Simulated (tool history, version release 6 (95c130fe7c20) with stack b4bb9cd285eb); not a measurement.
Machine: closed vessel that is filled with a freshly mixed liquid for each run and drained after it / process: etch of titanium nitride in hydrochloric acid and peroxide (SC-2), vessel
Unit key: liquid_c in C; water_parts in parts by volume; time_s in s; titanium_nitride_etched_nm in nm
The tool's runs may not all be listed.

| run | day | liquid_c | water_parts | time_s | titanium_nitride_etched_nm |
|---|---|---|---|---|---|
| 1 | 0 | 63 | 9 | 290 | 16.822 |
| 2 | 0.196 | 57.5 | 9 | 290 | 11.957 |
| 3 | 0.475 | 60 | 9 | 290 | 13.871 |
| 4 | 0.812 | 60 | 9 | 310 | 14.876 |
| 5 | 1.008 | 60 | 11.5 | 310 | 12.062 |
| 6 | 1.167 | 64 | 11.5 | 310 | 15.619 |

Expected results for the next run?
| 7 | 1.483 | 65.5 | 11.5 | 310 | ? |

Run 7 measured titanium_nitride_etched_nm 17.076 nm.

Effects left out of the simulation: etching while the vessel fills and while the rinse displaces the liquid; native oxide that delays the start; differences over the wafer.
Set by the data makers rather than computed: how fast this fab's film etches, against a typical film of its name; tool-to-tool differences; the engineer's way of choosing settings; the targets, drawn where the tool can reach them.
